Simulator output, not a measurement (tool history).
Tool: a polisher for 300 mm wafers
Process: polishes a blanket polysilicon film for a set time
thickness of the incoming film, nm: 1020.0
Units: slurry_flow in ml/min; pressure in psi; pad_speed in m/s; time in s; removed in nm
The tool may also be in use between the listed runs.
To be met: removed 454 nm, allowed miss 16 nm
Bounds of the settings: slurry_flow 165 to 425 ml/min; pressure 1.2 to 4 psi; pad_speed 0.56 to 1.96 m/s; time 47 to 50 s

run,day,slurry_flow,pressure,pad_speed,time,removed
1,0,275,2.6,1.26,47,532.9
2,0.171,275,2.6,1.56,47,639.83
3,0.342,275,2.5,1.56,47,619.15
4,0.383,275,2.5,1.8,47,716.79
5,0.467,275,2.4,1.8,47,692.84
6,0.704,275,2.1,1.8,47,618.62
7,1.017,275,2,1.8,47,600
8,1.221,275,1.9,1.8,47,565.55
9,1.271,275,1.8,1.8,47,554.25
10,1.408,275,1.7,1.8,47,531.75
11,1.446,275,1.5,1.8,47,475.84

Which of these 4 next moves meets every target?
A,1.483,265,1.5,1.92,47,?
B,1.483,260,1.7,1.7,49,?
C,1.483,240,1.7,1.7,50,?
D,1.483,280,1.2,1.96,49,?

move,removed
A,499.77
B,513.16
C,518.89
D,453.9
A: further off than the last run
B: further off than the last run
C: further off than the last run
D: meets every target
The right move is D.
